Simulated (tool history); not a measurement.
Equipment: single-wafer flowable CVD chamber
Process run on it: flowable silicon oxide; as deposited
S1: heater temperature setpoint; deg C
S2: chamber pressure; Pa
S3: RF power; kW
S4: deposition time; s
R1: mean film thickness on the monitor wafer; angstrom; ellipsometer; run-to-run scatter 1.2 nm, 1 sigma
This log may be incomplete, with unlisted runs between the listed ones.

{"run": 1, "hour": 0.0, "S1": 100, "S2": 111.1, "S3": 2.1, "S4": 263, "R1": 1724.5}
{"run": 2, "hour": 1.7, "S1": 99, "S2": 111.1, "S3": 2.1, "S4": 263, "R1": 1811.2}
{"run": 3, "hour": 8.4, "S1": 99, "S2": 111.1, "S3": 2.39, "S4": 263, "R1": 1847.3}
{"run": 4, "hour": 11.9, "S1": 98, "S2": 111.1, "S3": 2.39, "S4": 263, "R1": 1898.6}
{"run": 5, "hour": 15.9, "S1": 98, "S2": 91.7, "S3": 2.39, "S4": 263, "R1": 1585}
{"run": 6, "hour": 22.7, "S1": 98, "S2": 84, "S3": 2.39, "S4": 263, "R1": 1466.9}
{"run": 7, "hour": 30.5, "S1": 96, "S2": 84, "S3": 2.39, "S4": 263, "R1": 1565.9}

Run 8, settings as shown, results not yet in. Your forecast:
{"run": 8, "hour": 39.6, "S1": 94, "S2": 84, "S3": 2.39, "S4": 263, "R1": "?"}

R1: 1705.8 angstrom
